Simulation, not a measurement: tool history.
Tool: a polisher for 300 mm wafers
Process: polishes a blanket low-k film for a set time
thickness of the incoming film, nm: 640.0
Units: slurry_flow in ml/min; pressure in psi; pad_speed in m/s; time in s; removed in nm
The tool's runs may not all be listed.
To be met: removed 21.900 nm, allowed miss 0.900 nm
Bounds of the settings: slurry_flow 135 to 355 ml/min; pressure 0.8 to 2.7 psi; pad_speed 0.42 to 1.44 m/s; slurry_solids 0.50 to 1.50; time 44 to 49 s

run,hour,slurry_flow,pressure,pad_speed,slurry_solids,time,removed
1,0.0,225,1.7,0.92,1.00,49,14.289
2,4.7,225,1.8,0.92,1.00,49,15.329
3,12.1,225,1.8,0.92,1.00,44,13.330
4,15.6,225,1.9,0.92,1.00,44,13.852
5,23.2,225,2.0,0.94,1.00,44,15.269
6,30.7,225,2.0,1.10,1.00,44,16.820
7,39.6,225,2.1,1.10,1.00,44,17.493
8,40.6,225,2.4,1.12,1.00,44,20.246
9,41.9,225,2.5,1.12,1.00,44,20.997

5 next moves are on the table. One of them brings every result within its allowed miss. Which?
A,43.2,220,2.5,1.22,0.80,49,?
B,43.2,230,2.6,1.02,0.90,45,?
C,43.2,220,2.0,1.16,1.00,49,?
D,43.2,195,2.6,1.24,0.75,44,?
E,43.2,245,2.4,1.06,1.00,46,?

move,removed
A,22.514
B,20.111
C,19.529
D,20.248
E,20.676
A: meets every target
B: further off than the last run
C: further off than the last run
D: further off than the last run
E: further off than the last run
The right move is A.
